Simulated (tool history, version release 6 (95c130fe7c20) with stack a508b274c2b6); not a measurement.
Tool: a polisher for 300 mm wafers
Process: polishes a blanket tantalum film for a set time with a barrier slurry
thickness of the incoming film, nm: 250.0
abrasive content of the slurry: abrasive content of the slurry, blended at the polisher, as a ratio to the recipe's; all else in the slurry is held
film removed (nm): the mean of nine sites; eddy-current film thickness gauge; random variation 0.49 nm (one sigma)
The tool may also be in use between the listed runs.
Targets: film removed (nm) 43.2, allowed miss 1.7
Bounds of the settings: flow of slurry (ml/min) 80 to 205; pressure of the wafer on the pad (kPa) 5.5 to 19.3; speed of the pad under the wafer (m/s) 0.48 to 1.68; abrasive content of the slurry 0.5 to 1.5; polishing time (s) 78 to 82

| run | hour | flow of slurry (ml/min) | pressure of the wafer on the pad (kPa) | speed of the pad under the wafer (m/s) | abrasive content of the slurry | polishing time (s) | film removed (nm) |
|---|---|---|---|---|---|---|---|
| 1 | 0 | 135 | 12.4 | 1.08 | 1 | 78 | 98.724 |
| 2 | 7.8 | 135 | 12.4 | 1.34 | 1 | 78 | 120.79 |
| 3 | 11.9 | 135 | 10.3 | 1.34 | 1 | 78 | 100.55 |
| 4 | 17.5 | 130 | 9.7 | 1.26 | 1 | 78 | 87.355 |
| 5 | 22.5 | 130 | 9.7 | 1.46 | 1 | 78 | 99.582 |
| 6 | 27.6 | 130 | 7.6 | 1.46 | 1 | 78 | 79.308 |
|  | 35.2 | slurry blender recalibrated |
| 7 | 35.2 | 125 | 6.9 | 1.38 | 1 | 78 | 76.821 |
| 8 | 37.2 | 125 | 6.9 | 1.24 | 0.95 | 78 | 68.457 |

Which of these 4 next moves meets every target?
| A | 39.2 | 115 | 11 | 1.36 | 1.1 | 82 | ? |
| B | 39.2 | 135 | 11.7 | 1.26 | 0.5 | 82 | ? |
| C | 39.2 | 140 | 7.6 | 1.34 | 0.9 | 82 | ? |
| D | 39.2 | 120 | 5.5 | 0.96 | 0.9 | 78 | ? |

| move | film removed (nm) |
|---|---|
| A | 124.42 |
| B | 102.16 |
| C | 84.006 |
| D | 42.84 |
A: further off than the last run
B: further off than the last run
C: further off than the last run
D: meets every target
The right move is D.
